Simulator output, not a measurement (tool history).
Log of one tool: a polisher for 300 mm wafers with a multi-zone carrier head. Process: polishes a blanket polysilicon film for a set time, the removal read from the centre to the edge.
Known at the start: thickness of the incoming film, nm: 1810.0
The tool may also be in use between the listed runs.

run	hour	flow of slurry (ml/min)	pressure of the head's centre zone	pressure of the head's middle zone	pressure of the head's edge zone	polishing time (s)	film removed at the wafer's centre (nm)	film removed at mid-radius (nm)	film removed at the wafer's edge (nm)
1	0	190	1	1	1	83	451.12	448.9	433.31
2	2.7	190	0.97	1	1	83	433.6	442.94	437.61
3	5.3	195	0.98	1	1.02	85	458.09	461.83	443.61
4	13.9	195	0.98	0.93	1.02	85	452.39	438.11	449.93
5	16.7	195	0.98	0.93	1.08	85	449.67	437.5	455.01
6	25.5	195	0.99	0.93	1.08	87	467.49	449.44	473.19

The next listed run, before its measurement:
7	34.3	195	1	0.93	1.09	89	?	?	?

Run 7 gave film removed at the wafer's centre (nm) 483.33, film removed at mid-radius (nm) 461.22, film removed at the wafer's edge (nm) 485.03.
